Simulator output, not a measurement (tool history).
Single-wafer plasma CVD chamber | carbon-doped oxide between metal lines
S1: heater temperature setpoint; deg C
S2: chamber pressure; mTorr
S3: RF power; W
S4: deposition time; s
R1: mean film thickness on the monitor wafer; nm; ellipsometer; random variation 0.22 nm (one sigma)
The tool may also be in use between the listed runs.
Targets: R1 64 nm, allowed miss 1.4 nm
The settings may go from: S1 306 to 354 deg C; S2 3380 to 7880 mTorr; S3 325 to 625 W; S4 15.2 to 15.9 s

Run 1, hour 0: S1 330 deg C, S2 5630 mTorr, S3 475 W, S4 15.9 s. Result: R1 80.671 nm.
Run 2, hour 7.9: S1 330 deg C, S2 5630 mTorr, S3 475 W, S4 15.9 s. Result: R1 80.806 nm.
Run 3, hour 14.5: S1 330 deg C, S2 5630 mTorr, S3 475 W, S4 15.9 s. Result: R1 80.391 nm.
Run 4, hour 17: S1 330 deg C, S2 6160 mTorr, S3 475 W, S4 15.9 s. Result: R1 80.903 nm.
Run 5, hour 25.3: S1 330 deg C, S2 5330 mTorr, S3 475 W, S4 15.9 s. Result: R1 80.011 nm.
Run 6, hour 27.3: S1 330 deg C, S2 4590 mTorr, S3 475 W, S4 15.9 s. Result: R1 78.009 nm.
Run 7, hour 34: S1 332 deg C, S2 4350 mTorr, S3 455 W, S4 15.9 s. Result: R1 74.831 nm.
Run 8, hour 38.3: S1 334 deg C, S2 4150 mTorr, S3 445 W, S4 15.9 s. Result: R1 72.219 nm.
Run 9, hour 39: S1 337 deg C, S2 3990 mTorr, S3 440 W, S4 15.9 s. Result: R1 70.361 nm.
Run 10, hour 41.5: S1 339 deg C, S2 3860 mTorr, S3 435 W, S4 15.9 s. Result: R1 68.602 nm.
Run 11, hour 44.7: S1 339 deg C, S2 3860 mTorr, S3 435 W, S4 15.9 s. Result: R1 68.987 nm.
Run 12, hour 52: S1 341 deg C, S2 3760 mTorr, S3 435 W, S4 15.9 s. Result: R1 68.229 nm.
Run 13, hour 54.4: S1 343 deg C, S2 3680 mTorr, S3 430 W, S4 15.9 s. Result: R1 66.879 nm.
Run 14, hour 63: S1 344 deg C, S2 3620 mTorr, S3 430 W, S4 15.9 s. Result: R1 66.879 nm.
Run 15, hour 69.2: S1 345 deg C, S2 3570 mTorr, S3 425 W, S4 15.9 s. Result: R1 65.668 nm.

Which of these 4 next moves meets every target?
Run A, hour 75.4: S1 350 deg C, S2 3760 mTorr, S3 440 W, S4 15.9 s. Result: R1 ?.
Run B, hour 75.4: S1 349 deg C, S2 3480 mTorr, S3 440 W, S4 15.9 s. Result: R1 ?.
Run C, hour 75.4: S1 346 deg C, S2 3700 mTorr, S3 430 W, S4 15.2 s. Result: R1 ?.
Run D, hour 75.4: S1 330 deg C, S2 3760 mTorr, S3 410 W, S4 15.9 s. Result: R1 ?.

move      R1
   A  67.223
   B  66.852
   C  63.488
   D  66.473
A: further off than the last run
B: further off than the last run
C: meets every target
D: further off than the last run
The right move is C.
